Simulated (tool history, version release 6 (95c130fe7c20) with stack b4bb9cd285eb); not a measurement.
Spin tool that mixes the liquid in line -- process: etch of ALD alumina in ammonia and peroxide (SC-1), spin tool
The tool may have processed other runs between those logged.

run,hour,temperature setpoint of the liquid (K),parts of 29 % ammonia solution to one part of 30 % peroxide (parts by volume),time under the liquid (s),thickness taken off the ALD alumina on a monitor wafer (angstrom)
1,0.0,319.15,0.85,315,90.333
2,1.4,319.15,0.70,315,88.587
3,2.5,316.65,0.70,315,76.483
4,6.9,313.15,0.70,315,62.638
5,14.1,313.15,0.90,315,64.142
6,22.0,313.15,1.10,315,65.454
7,25.0,312.65,1.10,315,64.206

What does the tool deliver on the next run?
8,26.8,312.15,1.10,315,?

Run 8 came out at thickness taken off the ALD alumina on a monitor wafer (angstrom) 61.942.
